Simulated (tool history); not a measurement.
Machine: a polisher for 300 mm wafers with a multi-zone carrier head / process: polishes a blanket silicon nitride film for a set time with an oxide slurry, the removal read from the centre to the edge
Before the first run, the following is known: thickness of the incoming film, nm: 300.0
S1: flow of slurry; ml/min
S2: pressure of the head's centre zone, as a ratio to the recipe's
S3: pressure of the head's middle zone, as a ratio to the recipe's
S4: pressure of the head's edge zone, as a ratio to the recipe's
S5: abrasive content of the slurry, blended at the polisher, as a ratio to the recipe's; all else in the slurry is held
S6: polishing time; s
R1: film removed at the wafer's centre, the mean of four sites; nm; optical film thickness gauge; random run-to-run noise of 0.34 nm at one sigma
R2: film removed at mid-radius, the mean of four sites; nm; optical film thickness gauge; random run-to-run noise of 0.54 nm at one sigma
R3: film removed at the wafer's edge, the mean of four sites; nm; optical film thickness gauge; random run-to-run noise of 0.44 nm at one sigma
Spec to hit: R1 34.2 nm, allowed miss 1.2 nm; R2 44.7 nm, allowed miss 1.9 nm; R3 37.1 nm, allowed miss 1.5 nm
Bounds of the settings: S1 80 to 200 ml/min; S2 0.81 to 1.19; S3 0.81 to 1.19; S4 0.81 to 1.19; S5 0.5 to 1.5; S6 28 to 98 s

run	day	S1	S2	S3	S4	S5	S6	R1	R2	R3
1	0	130	1	1	1	1	63	38.604	40.379	39.768
2	0.217	130	1	1	1	1.1	63	40.313	42.422	42.477
3	0.533	125	0.98	1.03	0.97	1.1	63	39.116	42.642	40.914
4	0.858	125	0.98	1.03	0.97	1.1	72	44.531	47.754	46.97
5	1.2	125	0.98	1.03	0.92	1.1	72	46.022	47.771	45.215
6	1.362	125	0.98	1.03	0.92	1.25	72	47.165	50.692	47.579
7	1.675	120	0.94	1.06	0.9	1.2	71	44.902	50.269	46.135
8	1.725	115	0.91	1.09	0.89	1.1	70	39.468	47.448	42.958

Exercise: of the 4 proposed moves below, exactly one satisfies all targets within the stated allowed misses. Which move is it?
A	1.775	95	0.99	0.81	0.99	1	89	?	?	?
B	1.775	120	1.02	0.93	0.9	1.1	84	?	?	?
C	1.775	80	0.88	0.91	1.06	1.1	86	?	?	?
D	1.775	120	0.9	1.19	0.89	0.95	63	?	?	?

move	R1	R2	R3
A	48.998	45.108	53.246
B	53.602	52.666	52.358
C	41.134	46.262	52.904
D	33.988	45.098	36.66
A: misses by more than the last run did
B: misses by more than the last run did
C: misses by more than the last run did
D: hits every target within its allowed miss
D meets every target.
